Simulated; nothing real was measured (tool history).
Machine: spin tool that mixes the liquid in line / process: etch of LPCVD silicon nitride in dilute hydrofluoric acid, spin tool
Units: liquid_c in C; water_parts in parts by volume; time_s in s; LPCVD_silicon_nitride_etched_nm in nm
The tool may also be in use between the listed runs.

run,day,liquid_c,water_parts,time_s,LPCVD_silicon_nitride_etched_nm
1,0.000,23.0,75,50,0.27610
2,0.054,23.0,95,50,0.21026
3,0.208,22.5,95,50,0.22613
4,0.483,22.5,115,50,0.17577
5,0.771,22.5,115,50,0.16904
6,1.112,22.0,115,50,0.16266
7,1.279,21.5,115,50,0.15923

Run 8, settings as shown, results not yet in. Your forecast:
8,1.458,20.5,115,50,?

{"run 8": {"LPCVD_silicon_nitride_etched_nm": 0.159}}
